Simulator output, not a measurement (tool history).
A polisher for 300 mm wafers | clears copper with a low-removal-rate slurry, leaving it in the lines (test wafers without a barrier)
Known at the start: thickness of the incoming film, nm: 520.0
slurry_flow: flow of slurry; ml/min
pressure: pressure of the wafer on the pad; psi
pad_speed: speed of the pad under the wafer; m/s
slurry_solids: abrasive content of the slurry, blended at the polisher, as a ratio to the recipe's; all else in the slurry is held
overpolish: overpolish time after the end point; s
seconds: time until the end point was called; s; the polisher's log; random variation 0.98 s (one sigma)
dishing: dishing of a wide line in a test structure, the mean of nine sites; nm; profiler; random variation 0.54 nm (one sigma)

| run | day | slurry_flow | pressure | pad_speed | slurry_solids | overpolish | seconds | dishing |
|---|---|---|---|---|---|---|---|---|
| 1 | 0.000 | 190 | 2.9 | 1.30 | 1.0 | 16 | 156.870 | 30.276 |
| 2 | 0.038 | 190 | 3.1 | 1.36 | 1.0 | 14 | 140.470 | 29.416 |
| 3 | 0.158 | 185 | 3.3 | 1.40 | 1.0 | 12 | 125.400 | 27.447 |
| 4 | 0.525 | 185 | 3.7 | 1.40 | 1.0 | 12 | 115.830 | 30.339 |
|  | 0.800 | slurry blender recalibrated |
| 5 | 0.800 | 185 | 3.7 | 1.64 | 1.0 | 12 | 91.934 | 37.217 |
| 6 | 1.058 | 185 | 3.7 | 1.64 | 1.0 | 8 | 94.568 | 26.306 |
| 7 | 1.183 | 180 | 3.8 | 1.66 | 1.0 | 7 | 92.111 | 23.676 |
| 8 | 1.425 | 180 | 3.9 | 1.66 | 1.0 | 7 | 86.785 | 24.049 |
| 9 | 1.521 | 185 | 4.0 | 1.66 | 1.0 | 7 | 88.649 | 24.979 |

Forecast run 10:
| 10 | 1.579 | 185 | 4.0 | 1.66 | 1.0 | 7 | ? | ? |

seconds: 87.640 s
dishing: 24.389 nm
